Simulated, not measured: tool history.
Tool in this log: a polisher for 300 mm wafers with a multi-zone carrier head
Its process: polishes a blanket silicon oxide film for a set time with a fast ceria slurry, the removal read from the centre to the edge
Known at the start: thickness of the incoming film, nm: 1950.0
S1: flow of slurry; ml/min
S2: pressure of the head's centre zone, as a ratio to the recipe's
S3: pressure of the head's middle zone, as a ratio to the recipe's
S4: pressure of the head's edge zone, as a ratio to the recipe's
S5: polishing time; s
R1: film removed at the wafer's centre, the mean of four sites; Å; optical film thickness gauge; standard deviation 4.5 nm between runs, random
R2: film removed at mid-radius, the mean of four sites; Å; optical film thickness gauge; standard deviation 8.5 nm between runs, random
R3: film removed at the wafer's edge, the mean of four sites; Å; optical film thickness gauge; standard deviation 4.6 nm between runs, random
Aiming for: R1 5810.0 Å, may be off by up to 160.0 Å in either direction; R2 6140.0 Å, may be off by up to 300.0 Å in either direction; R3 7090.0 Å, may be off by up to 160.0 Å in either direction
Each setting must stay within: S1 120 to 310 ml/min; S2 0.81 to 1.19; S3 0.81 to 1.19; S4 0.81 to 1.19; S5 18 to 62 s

run,hour,S1,S2,S3,S4,S5,R1,R2,R3
1,0.0,200,1.00,1.00,1.00,40,5937.6,5876.0,5921.2
2,5.9,150,1.00,1.00,1.00,40,5637.9,5650.4,5725.2
3,11.8,170,0.98,0.99,1.04,41,5761.8,5839.9,6008.0
4,20.4,170,1.04,0.99,1.04,41,6170.6,5976.2,6098.1
5,23.7,170,1.04,0.92,1.04,41,6120.9,5516.5,6027.7
6,28.6,175,1.01,0.92,1.07,42,6147.9,5765.6,6211.6
7,35.5,135,0.91,0.82,1.17,48,6126.2,5756.7,7412.0
8,38.6,135,0.90,0.84,1.15,48,6021.3,5946.3,7433.8
9,41.5,135,0.90,0.85,1.13,48,5988.9,6063.1,7230.0
10,48.9,130,0.89,0.86,1.12,48,6023.8,6042.4,7342.4

Of the 5 settings listed for the next run, only one would bring every result within its allowed miss of target. Which one?
A,56.3,145,0.87,0.90,1.10,47,?,?,?
B,56.3,145,0.91,0.87,1.05,48,?,?,?
C,56.3,140,0.91,0.95,1.09,45,?,?,?
D,56.3,125,0.93,0.87,1.12,48,?,?,?
E,56.3,140,0.93,0.84,1.18,44,?,?,?

move,R1,R2,R3
A,5736.1,6169.5,7022.9
B,6128.6,6125.6,7015.1
C,5728.5,6158.8,6674.4
D,6171.6,6043.9,7170.2
E,5721.0,5436.8,6799.1
A: all results land within tolerance of their targets
B: corrects the largest miss of the last run, while another result sits out of spec
C: the result that was furthest off in the last run now lies on the other side of its target
D: corrects the largest miss of the last run, while another result sits out of spec
E: the result that was furthest off in the last run now lies on the other side of its target
A meets every target.
